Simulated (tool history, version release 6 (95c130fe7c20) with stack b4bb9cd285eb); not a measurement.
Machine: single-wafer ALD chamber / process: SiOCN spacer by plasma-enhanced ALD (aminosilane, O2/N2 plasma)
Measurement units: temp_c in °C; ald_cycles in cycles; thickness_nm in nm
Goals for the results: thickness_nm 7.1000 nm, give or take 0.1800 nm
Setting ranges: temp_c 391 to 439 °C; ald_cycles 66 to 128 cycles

run	day	temp_c	ald_cycles	thickness_nm
1	0.000	415	97	5.6628
2	0.062	423	97	5.4937
3	0.425	423	104	5.9301
4	0.729	423	112	6.3906
5	1.096	423	106	6.0766
6	1.129	422	108	6.1586
7	1.229	421	110	6.3103
8	1.546	420	111	6.4042
9	1.638	419	112	6.4006
10	1.858	419	114	6.5031
11	1.912	419	115	6.6327
12	2.067	419	115	6.6317
13	2.179	419	116	6.7040

Which of these 5 next moves meets every target?
A	2.292	415	121	?
B	2.292	409	128	?
C	2.292	424	110	?
D	2.292	409	111	?
E	2.292	419	117	?

move	thickness_nm
A	7.1052
B	7.6589
C	6.2754
D	6.6417
E	6.7834
A: hits every target within its allowed miss
B: moves the result that the last run missed by most past its target, out the other side
C: misses by more than the last run did
D: misses by more than the last run did
E: gains on the last run, yet a result remains outside its allowed miss
A is the move that brings every result within its allowed miss.
